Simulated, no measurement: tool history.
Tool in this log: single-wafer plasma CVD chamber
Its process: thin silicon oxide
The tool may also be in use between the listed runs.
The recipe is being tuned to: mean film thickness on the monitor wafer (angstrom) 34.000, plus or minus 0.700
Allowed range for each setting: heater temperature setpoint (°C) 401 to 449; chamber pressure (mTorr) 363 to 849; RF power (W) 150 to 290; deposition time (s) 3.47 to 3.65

| run | hour | heater temperature setpoint (°C) | chamber pressure (mTorr) | RF power (W) | deposition time (s) | mean film thickness on the monitor wafer (angstrom) |
|---|---|---|---|---|---|---|
| 1 | 0.0 | 425 | 606 | 220 | 3.65 | 40.288 |
| 2 | 7.4 | 430 | 606 | 220 | 3.65 | 40.571 |
| 3 | 8.8 | 430 | 606 | 190 | 3.65 | 37.854 |
| 4 | 10.3 | 426 | 606 | 190 | 3.65 | 37.936 |
| 5 | 18.1 | 426 | 593 | 190 | 3.65 | 37.148 |
| 6 | 24.0 | 416 | 593 | 190 | 3.65 | 37.790 |
| 7 | 32.0 | 416 | 593 | 190 | 3.65 | 37.843 |
| 8 | 38.2 | 416 | 580 | 190 | 3.65 | 36.769 |
| 9 | 43.6 | 416 | 580 | 190 | 3.65 | 36.849 |
| 10 | 44.2 | 416 | 571 | 190 | 3.65 | 36.270 |

Consider the 4 candidate settings below. Which is the only one whose results all fall within their allowed miss of target?
| A | 44.8 | 411 | 572 | 185 | 3.47 | ? |
| B | 44.8 | 421 | 525 | 185 | 3.54 | ? |
| C | 44.8 | 414 | 607 | 185 | 3.65 | ? |
| D | 44.8 | 406 | 629 | 160 | 3.65 | ? |

| move | mean film thickness on the monitor wafer (angstrom) |
|---|---|
| A | 34.175 |
| B | 31.817 |
| C | 38.004 |
| D | 37.436 |
A: each result inside its tolerance
B: the result that was furthest off in the last run now lies on the other side of its target
C: the biggest miss grows against the last run
D: the biggest miss grows against the last run
The move that meets every target is A.
